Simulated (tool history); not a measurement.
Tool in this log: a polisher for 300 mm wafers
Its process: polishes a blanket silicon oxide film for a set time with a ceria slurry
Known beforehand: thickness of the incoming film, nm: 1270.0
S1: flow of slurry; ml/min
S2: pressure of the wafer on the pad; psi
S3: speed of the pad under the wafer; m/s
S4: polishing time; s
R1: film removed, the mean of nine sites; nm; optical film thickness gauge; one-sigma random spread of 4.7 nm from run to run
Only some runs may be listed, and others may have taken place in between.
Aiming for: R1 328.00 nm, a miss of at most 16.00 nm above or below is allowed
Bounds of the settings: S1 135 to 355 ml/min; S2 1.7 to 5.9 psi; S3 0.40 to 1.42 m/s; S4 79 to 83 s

run  hour   S1   S2    S3  S4      R1
  1   0.0  225  3.8  0.90  79  392.25
  2   3.1  225  4.4  0.90  79  474.44
  3   9.8  225  4.0  0.90  79  419.87
  4  17.5  225  3.7  0.90  79  387.44
  5  23.6  225  3.5  0.90  79  360.43
  6  27.4  225  3.5  1.10  79  453.41
  7  32.6  225  3.2  1.10  79  404.01
  8  36.6  225  3.0  1.10  79  381.21
  9  37.7  225  2.9  1.10  79  377.88
 10  41.8  225  2.7  1.10  79  349.88

4 candidate next runs follow, results not yet known. Just one meets every target within its allowed miss. Identify it.
  A  45.9  175  3.2  1.04  79   ?
  B  45.9  225  2.3  1.10  79   ?
  C  45.9  240  3.3  0.94  81   ?
  D  45.9  275  3.0  0.88  83   ?

move      R1
   A  371.92
   B  294.92
   C  369.32
   D  328.13
A: lands further from the targets than the last run did
B: takes the result that was furthest off past its target
C: lands further from the targets than the last run did
D: every result within its allowed miss
D is the move that brings every result within its allowed miss.

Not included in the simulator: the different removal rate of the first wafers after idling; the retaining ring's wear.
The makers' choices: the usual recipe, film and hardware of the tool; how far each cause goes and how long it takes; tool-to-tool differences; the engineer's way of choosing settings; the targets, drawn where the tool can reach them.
